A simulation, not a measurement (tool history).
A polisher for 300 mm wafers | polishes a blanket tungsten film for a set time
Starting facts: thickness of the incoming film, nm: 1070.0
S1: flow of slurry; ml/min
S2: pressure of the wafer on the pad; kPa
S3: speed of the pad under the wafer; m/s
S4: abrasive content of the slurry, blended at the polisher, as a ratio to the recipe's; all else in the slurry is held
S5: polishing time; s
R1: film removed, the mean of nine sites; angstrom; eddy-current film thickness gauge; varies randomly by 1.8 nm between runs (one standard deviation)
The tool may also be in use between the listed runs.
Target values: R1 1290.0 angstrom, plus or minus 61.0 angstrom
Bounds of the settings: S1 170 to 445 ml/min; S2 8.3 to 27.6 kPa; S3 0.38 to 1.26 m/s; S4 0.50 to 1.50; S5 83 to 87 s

{"run": 1, "hour": 0.0, "S1": 285, "S2": 17.9, "S3": 0.82, "S4": 1.0, "S5": 83, "R1": 2510.8}
{"run": 2, "hour": 3.1, "S1": 285, "S2": 16.5, "S3": 0.8, "S4": 1.0, "S5": 83, "R1": 2256.7}
{"run": 3, "hour": 11.3, "S1": 285, "S2": 16.5, "S3": 0.88, "S4": 1.0, "S5": 83, "R1": 2504.2}
{"run": 4, "hour": 18.6, "S1": 285, "S2": 15.2, "S3": 0.86, "S4": 1.0, "S5": 83, "R1": 2281.3}
{"run": 5, "hour": 26.8, "S1": 285, "S2": 15.2, "S3": 0.86, "S4": 1.0, "S5": 87, "R1": 2337.3}
{"run": 6, "hour": 32.8, "S1": 285, "S2": 13.8, "S3": 0.84, "S4": 1.0, "S5": 87, "R1": 2114.3}
{"run": 7, "hour": 39.4, "S1": 285, "S2": 13.1, "S3": 0.82, "S4": 1.0, "S5": 87, "R1": 2016.5}
{"run": 8, "hour": 42.5, "S1": 285, "S2": 12.4, "S3": 0.8, "S4": 1.0, "S5": 87, "R1": 1850.6}
{"run": 9, "hour": 44.3, "S1": 285, "S2": 11.7, "S3": 0.78, "S4": 1.0, "S5": 87, "R1": 1725.1}
{"run": 10, "hour": 45.2, "S1": 285, "S2": 11.0, "S3": 0.78, "S4": 1.0, "S5": 87, "R1": 1616.9}
{"run": 11, "hour": 49.3, "S1": 285, "S2": 10.3, "S3": 0.78, "S4": 1.0, "S5": 87, "R1": 1515.3}

Which single option among these 5 for the next run brings every result within its allowed miss of target? Just one does.
{"run": "A", "hour": 53.4, "S1": 325, "S2": 11.0, "S3": 0.66, "S4": 0.9, "S5": 84, "R1": "?"}
{"run": "B", "hour": 53.4, "S1": 270, "S2": 13.8, "S3": 0.8, "S4": 1.0, "S5": 87, "R1": "?"}
{"run": "C", "hour": 53.4, "S1": 250, "S2": 9.7, "S3": 0.82, "S4": 1.0, "S5": 87, "R1": "?"}
{"run": "D", "hour": 53.4, "S1": 295, "S2": 9.7, "S3": 0.78, "S4": 0.9, "S5": 87, "R1": "?"}
{"run": "E", "hour": 53.4, "S1": 295, "S2": 11.7, "S3": 0.72, "S4": 0.85, "S5": 84, "R1": "?"}

move=A R1=1323.1
move=B R1=2031.3
move=C R1=1495.0
move=D R1=1416.9
move=E R1=1489.9
A: all results in spec
B: its largest miss is bigger than the last run's
C: closes in on the targets versus the last run, not all within tolerance yet
D: closes in on the targets versus the last run, not all within tolerance yet
E: closes in on the targets versus the last run, not all within tolerance yet
Move A is the one to make.
